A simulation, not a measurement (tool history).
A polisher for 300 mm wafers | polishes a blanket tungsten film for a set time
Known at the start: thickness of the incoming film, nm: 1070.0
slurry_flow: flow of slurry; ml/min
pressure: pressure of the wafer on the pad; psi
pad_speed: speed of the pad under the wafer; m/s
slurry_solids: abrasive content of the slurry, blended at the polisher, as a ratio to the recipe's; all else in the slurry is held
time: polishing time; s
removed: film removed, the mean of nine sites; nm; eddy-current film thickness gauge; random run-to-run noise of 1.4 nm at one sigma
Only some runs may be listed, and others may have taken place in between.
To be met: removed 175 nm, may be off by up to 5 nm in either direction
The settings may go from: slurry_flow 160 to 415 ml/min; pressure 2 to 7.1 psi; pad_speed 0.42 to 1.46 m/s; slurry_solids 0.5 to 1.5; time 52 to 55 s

{"run": 1, "hour": 0.0, "slurry_flow": 265, "pressure": 4.5, "pad_speed": 0.94, "slurry_solids": 1, "time": 52, "removed": 313.43}
{"run": 2, "hour": 2.5, "slurry_flow": 265, "pressure": 4.5, "pad_speed": 0.94, "slurry_solids": 1.2, "time": 52, "removed": 326.21}
{"run": 3, "hour": 8.7, "slurry_flow": 265, "pressure": 4.2, "pad_speed": 0.94, "slurry_solids": 1.2, "time": 52, "removed": 301.2}
{"run": 4, "hour": 15.6, "slurry_flow": 210, "pressure": 4.2, "pad_speed": 0.94, "slurry_solids": 1.2, "time": 52, "removed": 294.86}
{"run": 5, "hour": 16.7, "slurry_flow": 210, "pressure": 4, "pad_speed": 0.94, "slurry_solids": 1.2, "time": 52, "removed": 281.51}
{"run": 6, "hour": 17.5, "slurry_flow": 210, "pressure": 5.1, "pad_speed": 0.94, "slurry_solids": 1.2, "time": 52, "removed": 351.06}
{"run": 7, "hour": 21.5, "slurry_flow": 210, "pressure": 4.8, "pad_speed": 0.94, "slurry_solids": 1.2, "time": 52, "removed": 334.77}
{"hour": 27.5, "done": "head pressure recalibrated"}
{"run": 8, "hour": 27.5, "slurry_flow": 210, "pressure": 4.5, "pad_speed": 0.94, "slurry_solids": 1.2, "time": 52, "removed": 331.91}

Exercise: of the 4 proposed moves below, exactly one satisfies all targets within the stated allowed misses. Which move is it?
{"run": "A", "hour": 33.5, "slurry_flow": 245, "pressure": 6.1, "pad_speed": 1.2, "slurry_solids": 1.15, "time": 55, "removed": "?"}
{"run": "B", "hour": 33.5, "slurry_flow": 165, "pressure": 4.2, "pad_speed": 0.68, "slurry_solids": 1.2, "time": 52, "removed": "?"}
{"run": "C", "hour": 33.5, "slurry_flow": 215, "pressure": 3.1, "pad_speed": 0.42, "slurry_solids": 1.35, "time": 52, "removed": "?"}
{"run": "D", "hour": 33.5, "slurry_flow": 175, "pressure": 2.7, "pad_speed": 0.82, "slurry_solids": 1.35, "time": 52, "removed": "?"}

move=A removed=604.45
move=B removed=217.32
move=C removed=109.92
move=D removed=176.19
A: lands further from the targets than the last run did
B: closes in on the targets versus the last run, not all within tolerance yet
C: carries the result that was furthest off beyond its target, to the other side
D: all results land within tolerance of their targets
Correct choice: D, which meets every target
